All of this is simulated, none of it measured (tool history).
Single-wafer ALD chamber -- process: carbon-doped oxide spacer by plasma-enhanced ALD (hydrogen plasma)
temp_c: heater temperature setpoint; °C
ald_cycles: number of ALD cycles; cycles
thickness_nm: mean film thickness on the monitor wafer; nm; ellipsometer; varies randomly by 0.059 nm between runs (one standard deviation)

run 1 hour=0 | temp_c=405 ald_cycles=246 | thickness_nm=13.542
run 2 hour=5.6 | temp_c=408 ald_cycles=234 | thickness_nm=12.818
run 3 hour=14.6 | temp_c=410 ald_cycles=225 | thickness_nm=12.222
run 4 hour=22.9 | temp_c=421 ald_cycles=225 | thickness_nm=11.749
run 5 hour=27.6 | temp_c=421 ald_cycles=238 | thickness_nm=12.562
run 6 hour=31.1 | temp_c=422 ald_cycles=231 | thickness_nm=12.053

Forecast run 7:
run 7 hour=38.5 | temp_c=423 ald_cycles=227 | thickness_nm=?

{"run 7": {"thickness_nm": 11.747}}
